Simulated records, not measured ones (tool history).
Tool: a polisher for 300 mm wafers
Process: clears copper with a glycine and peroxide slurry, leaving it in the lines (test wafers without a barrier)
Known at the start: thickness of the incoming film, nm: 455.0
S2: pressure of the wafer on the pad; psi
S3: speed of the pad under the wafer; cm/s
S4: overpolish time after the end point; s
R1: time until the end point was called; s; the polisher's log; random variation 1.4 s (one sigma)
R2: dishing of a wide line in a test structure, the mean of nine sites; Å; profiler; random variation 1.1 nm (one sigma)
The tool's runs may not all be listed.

Run 1, hour 0: flow of slurry (ml/min) 190, S2 1.8 psi, S3 90 cm/s, S4 24 s. Result: R1 111.95 s, R2 554.97 Å.
Run 2, hour 6.5: flow of slurry (ml/min) 170, S2 1.8 psi, S3 90 cm/s, S4 24 s. Result: R1 113.98 s, R2 546.29 Å.
Run 3, hour 10.3: flow of slurry (ml/min) 165, S2 1.7 psi, S3 90 cm/s, S4 27 s. Result: R1 117.17 s, R2 584.76 Å.
Run 4, hour 18.8: flow of slurry (ml/min) 165, S2 1.5 psi, S3 90 cm/s, S4 29 s. Result: R1 128.53 s, R2 576.98 Å.
Run 5, hour 24.2: flow of slurry (ml/min) 165, S2 1.4 psi, S3 90 cm/s, S4 31 s. Result: R1 131.51 s, R2 588.64 Å.
Run 6, hour 26.1: flow of slurry (ml/min) 165, S2 1.4 psi, S3 106 cm/s, S4 31 s. Result: R1 119.98 s, R2 619.43 Å.
Run 7, hour 27.8: flow of slurry (ml/min) 165, S2 1.3 psi, S3 104 cm/s, S4 33 s. Result: R1 126.67 s, R2 621.18 Å.
Run 8, hour 36.8: flow of slurry (ml/min) 165, S2 1.2 psi, S3 102 cm/s, S4 34 s. Result: R1 131.82 s, R2 626.83 Å.

Run 9 comes next. What will it give?
Run 9, hour 43.2: flow of slurry (ml/min) 160, S2 1.1 psi, S3 102 cm/s, S4 35 s. Result: R1 ?, R2 ?.

Run 9 gave R1 136.67 s, R2 613.08 Å.

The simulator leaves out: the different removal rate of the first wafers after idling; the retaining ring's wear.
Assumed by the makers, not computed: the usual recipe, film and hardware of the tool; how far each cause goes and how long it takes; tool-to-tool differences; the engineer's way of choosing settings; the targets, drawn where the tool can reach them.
